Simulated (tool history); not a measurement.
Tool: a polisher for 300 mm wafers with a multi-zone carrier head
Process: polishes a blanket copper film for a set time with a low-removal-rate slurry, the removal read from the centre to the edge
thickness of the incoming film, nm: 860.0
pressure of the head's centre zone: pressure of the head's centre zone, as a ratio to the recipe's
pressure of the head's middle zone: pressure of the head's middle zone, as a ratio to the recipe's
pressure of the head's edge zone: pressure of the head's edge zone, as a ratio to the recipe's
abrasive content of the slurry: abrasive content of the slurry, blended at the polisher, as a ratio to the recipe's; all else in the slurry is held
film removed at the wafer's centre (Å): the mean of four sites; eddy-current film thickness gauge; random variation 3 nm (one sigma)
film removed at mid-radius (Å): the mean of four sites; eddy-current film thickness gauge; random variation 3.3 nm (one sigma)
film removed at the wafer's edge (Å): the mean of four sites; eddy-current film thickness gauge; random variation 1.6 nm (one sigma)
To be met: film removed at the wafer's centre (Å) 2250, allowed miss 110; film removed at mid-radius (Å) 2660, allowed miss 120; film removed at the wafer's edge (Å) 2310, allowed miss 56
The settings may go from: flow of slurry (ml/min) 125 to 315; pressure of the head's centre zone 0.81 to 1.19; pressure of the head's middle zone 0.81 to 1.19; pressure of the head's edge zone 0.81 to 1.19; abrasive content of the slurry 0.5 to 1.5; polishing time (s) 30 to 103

run	hour	flow of slurry (ml/min)	pressure of the head's centre zone	pressure of the head's middle zone	pressure of the head's edge zone	abrasive content of the slurry	polishing time (s)	film removed at the wafer's centre (Å)	film removed at mid-radius (Å)	film removed at the wafer's edge (Å)
1	0	205	1	1	1	1	66	1677.4	1689.9	1647.7
2	0.6	205	1	1	1	1.2	66	1738.5	1761.4	1757.8
3	4.9	215	1	1.03	1.01	1.25	68	1862.8	1914.4	1851.2
4	8.6	215	1	1.03	0.95	1.25	68	1833.3	1892.9	1778.4
5	17.3	220	1	1.06	0.98	1.3	69	1908	1985.1	1887.5
6	19.6	220	1	1.1	0.98	1.3	69	1899.2	2047.7	1825.4
7	20.7	230	0.99	1.11	1	1.35	70	1933.6	2151	1955
8	29.5	240	0.99	1.12	1	1.4	71	1976.2	2250.2	1962.1

Which of these 4 next moves meets every target?
A	38.3	255	0.87	1.08	1.15	1.5	83	?	?	?
B	38.3	235	1.1	1.15	0.87	1.45	67	?	?	?
C	38.3	250	0.95	1.16	0.99	1.4	82	?	?	?
D	38.3	145	0.92	0.84	1.15	1.35	87	?	?	?

move	film removed at the wafer's centre (Å)	film removed at mid-radius (Å)	film removed at the wafer's edge (Å)
A	2239.8	2625.5	2510.8
B	2014.1	2194.9	1748.4
C	2273.5	2705.2	2261.9
D	2111.7	1973.6	2398.2
A: takes the result that was furthest off past its target
B: further off than the last run
C: meets every target
D: takes the result that was furthest off past its target
Answer: C
